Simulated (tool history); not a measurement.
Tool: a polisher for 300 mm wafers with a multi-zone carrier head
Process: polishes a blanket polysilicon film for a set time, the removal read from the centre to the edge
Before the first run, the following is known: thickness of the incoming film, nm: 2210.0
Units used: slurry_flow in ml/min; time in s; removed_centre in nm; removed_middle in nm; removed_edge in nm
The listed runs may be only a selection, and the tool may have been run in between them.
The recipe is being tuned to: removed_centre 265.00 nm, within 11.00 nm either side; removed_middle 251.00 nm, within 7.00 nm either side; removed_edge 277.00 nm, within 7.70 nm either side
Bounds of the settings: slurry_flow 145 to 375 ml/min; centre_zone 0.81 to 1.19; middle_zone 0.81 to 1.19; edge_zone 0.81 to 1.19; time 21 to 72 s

run	day	slurry_flow	centre_zone	middle_zone	edge_zone	time	removed_centre	removed_middle	removed_edge
1	0.000	240	1.00	1.00	1.00	46	292.74	299.75	298.17
2	0.112	240	1.00	1.00	1.05	46	299.76	293.34	303.42
3	0.433	240	0.93	1.00	1.05	46	281.22	294.90	304.01
4	0.542	240	0.93	0.96	1.05	46	284.29	284.98	304.85
5	0.900	240	0.93	0.96	1.05	51	313.87	315.07	335.34
6	1.233	230	0.93	0.92	1.01	49	294.99	293.49	318.74
7	1.304	225	0.94	0.90	0.98	47	283.54	274.17	298.00
8	1.458	215	0.94	0.88	0.96	47	283.76	270.47	292.23
9	1.600	205	0.93	0.86	0.95	47	280.45	261.84	293.99
10	1.808	200	0.92	0.85	0.93	47	278.36	255.57	288.62

Pick the move, out of 4, that brings all results within their allowed miss; only one does.
A	2.017	205	0.90	0.90	0.93	41	?	?	?
B	2.017	215	0.99	0.92	0.85	44	?	?	?
C	2.017	145	0.90	0.84	0.87	48	?	?	?
D	2.017	185	0.81	0.83	1.00	47	?	?	?

move	removed_centre	removed_middle	removed_edge
A	237.57	236.06	249.41
B	280.77	259.24	257.82
C	265.43	250.54	274.93
D	243.25	250.34	293.69
A: pushes the last run's worst result past its target
B: pushes the last run's worst result past its target
C: all results land within tolerance of their targets
D: the biggest miss grows against the last run
So the answer is move C, the one that meets all the targets.

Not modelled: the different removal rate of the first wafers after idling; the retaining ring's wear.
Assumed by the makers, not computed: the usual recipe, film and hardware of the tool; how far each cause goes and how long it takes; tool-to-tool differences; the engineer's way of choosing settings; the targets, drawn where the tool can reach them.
